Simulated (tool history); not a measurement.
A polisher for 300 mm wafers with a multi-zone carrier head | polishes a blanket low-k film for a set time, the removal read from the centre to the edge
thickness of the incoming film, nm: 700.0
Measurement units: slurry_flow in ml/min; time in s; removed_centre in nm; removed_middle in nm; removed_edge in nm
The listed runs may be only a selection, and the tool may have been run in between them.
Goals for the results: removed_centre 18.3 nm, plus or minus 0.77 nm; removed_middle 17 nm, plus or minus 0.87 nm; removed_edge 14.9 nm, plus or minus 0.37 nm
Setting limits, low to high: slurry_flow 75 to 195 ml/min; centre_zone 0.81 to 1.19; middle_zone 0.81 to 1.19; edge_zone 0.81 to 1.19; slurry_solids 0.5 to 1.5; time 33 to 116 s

run  hour  slurry_flow  centre_zone  middle_zone  edge_zone  slurry_solids  time  removed_centre  removed_middle  removed_edge
  1     0          125            1            1          1              1    74          29.098          29.177        30.546
  2   1.4          125            1            1          1            1.2    74          31.098          33.154        32.333
  3   3.1          125         0.93            1          1            1.2    74          29.228          32.041        32.377
  4   5.1          125         0.93            1       1.07            1.2    74          29.169          31.855         33.49
  5   9.4          125         0.93            1       1.07            1.3    74          30.632          33.584        34.266
  6  17.8          125         0.93            1       1.07            1.3    65          27.132          29.647        30.337
  7  24.3          130            1         1.03          1            1.1    57          23.505          25.179        24.537
  8  31.3          165          1.1         1.05        0.9           0.85    37          16.209          15.831        14.079
  9  35.7          170         1.12         1.06       0.91           0.85    37          16.847          15.207        14.185
 10  36.7          175         1.12         1.08       0.91            0.9    37          17.414          16.101        14.541
 11  44.2          175         1.12         1.09       0.91            0.9    37          16.996          17.252        14.501
 12  52.9          180         1.13         1.09       0.92            0.9    37          17.198          16.794        14.762

Which one of the following 5 next-run settings gets every result inside its allowed miss? There is exactly one.
  A  61.6          190         1.19         1.12       0.97           0.75    40               ?               ?             ?
  B  61.6          170         1.02         1.12        0.9           0.85    39               ?               ?             ?
  C  61.6          165         1.13         1.04       0.95           0.75    43               ?               ?             ?
  D  61.6          170         1.07          1.1       0.92           0.75    41               ?               ?             ?
  E  61.6          195         1.11         0.98       1.01           0.85    37               ?               ?             ?

move  removed_centre  removed_middle  removed_edge
   A          17.899          17.122        15.204
   B          15.456          17.337        14.925
   C          17.771          16.879        15.923
   D          16.137          16.978        15.003
   E          16.363          15.005        15.227
A: all results in spec
B: further off than the last run
C: the furthest-off result lands on target, but another misses its tolerance
D: further off than the last run
E: further off than the last run
Correct choice: A, which meets every target
